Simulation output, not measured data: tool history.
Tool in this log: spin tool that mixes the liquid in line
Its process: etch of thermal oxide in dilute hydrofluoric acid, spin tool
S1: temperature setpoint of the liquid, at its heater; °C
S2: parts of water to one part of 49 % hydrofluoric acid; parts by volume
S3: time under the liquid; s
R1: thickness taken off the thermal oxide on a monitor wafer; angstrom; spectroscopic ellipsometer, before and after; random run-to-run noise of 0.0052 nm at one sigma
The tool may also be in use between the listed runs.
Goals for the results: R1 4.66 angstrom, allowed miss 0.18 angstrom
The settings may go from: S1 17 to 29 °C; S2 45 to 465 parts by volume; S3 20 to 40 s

run  hour    S1   S2  S3      R1
  1     0    21  255  40  5.3505
  2   8.4    21  345  40  3.6452
  3  10.8    22  345  40  3.8382
  4  17.2    22  345  40  3.8266
  5    19  22.5  345  40  3.8756
  6  19.6  22.5  250  40  5.8179
  7  26.4  21.5  250  40   5.715
  8  28.7    21  255  40  5.4318
  9    30  20.5  255  40  5.3517
 10  34.4    20  255  40  5.2786
 11  35.4  19.5  255  40  5.1763
 12  41.1    19  255  40  5.0249
 13  47.4  18.5  255  40  4.8923

Consider the 4 candidate settings below. Which is the only one whose results all fall within their allowed miss of target?
  A  53.7    18  245  40   ?
  B  53.7  19.5  250  40   ?
  C  53.7  20.5  255  40   ?
  D  53.7  17.5  260  40   ?

move      R1
   A   5.039
   B  5.2051
   C  5.2733
   D  4.5964
A: its largest miss is bigger than the last run's
B: its largest miss is bigger than the last run's
C: its largest miss is bigger than the last run's
D: all results in spec
D is the move that brings every result within its allowed miss.
